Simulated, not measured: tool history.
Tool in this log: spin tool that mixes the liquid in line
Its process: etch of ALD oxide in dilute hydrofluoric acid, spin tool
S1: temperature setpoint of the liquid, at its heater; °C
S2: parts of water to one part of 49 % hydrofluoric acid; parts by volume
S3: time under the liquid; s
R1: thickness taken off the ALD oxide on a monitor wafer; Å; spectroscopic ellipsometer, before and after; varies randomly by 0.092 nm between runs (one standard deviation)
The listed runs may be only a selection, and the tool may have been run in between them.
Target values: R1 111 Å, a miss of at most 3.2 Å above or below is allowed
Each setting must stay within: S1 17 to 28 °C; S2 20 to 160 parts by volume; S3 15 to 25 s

Run 1, hour 0: S1 20 °C, S2 90 parts by volume, S3 25 s. Result: R1 56.375 Å.
Run 2, hour 3.1: S1 21.5 °C, S2 85 parts by volume, S3 25 s. Result: R1 64.223 Å.
Run 3, hour 6.6: S1 22.5 °C, S2 80 parts by volume, S3 25 s. Result: R1 70.744 Å.
Run 4, hour 15.5: S1 22.5 °C, S2 80 parts by volume, S3 25 s. Result: R1 70.644 Å.
Run 5, hour 18.8: S1 23.5 °C, S2 75 parts by volume, S3 25 s. Result: R1 78.458 Å.
Run 6, hour 25.5: S1 21.5 °C, S2 75 parts by volume, S3 25 s. Result: R1 73.229 Å.
Run 7, hour 34.4: S1 25.5 °C, S2 55 parts by volume, S3 25 s. Result: R1 117.92 Å.
Run 8, hour 43.2: S1 25 °C, S2 55 parts by volume, S3 25 s. Result: R1 115.53 Å.
Run 9, hour 46.9: S1 24.5 °C, S2 55 parts by volume, S3 25 s. Result: R1 115.63 Å.

Which single option among these 4 for the next run brings every result within its allowed miss of target? Just one does.
Run A, hour 50.6: S1 23 °C, S2 50 parts by volume, S3 25 s. Result: R1 ?.
Run B, hour 50.6: S1 23.5 °C, S2 50 parts by volume, S3 25 s. Result: R1 ?.
Run C, hour 50.6: S1 23.5 °C, S2 60 parts by volume, S3 25 s. Result: R1 ?.
Run D, hour 50.6: S1 28 °C, S2 65 parts by volume, S3 25 s. Result: R1 ?.

move      R1
   A  119.63
   B  122.13
   C  100.46
   D  110.36
A: lands further from the targets than the last run did
B: lands further from the targets than the last run did
C: carries the result that was furthest off beyond its target, to the other side
D: each result inside its tolerance
The right move is D.
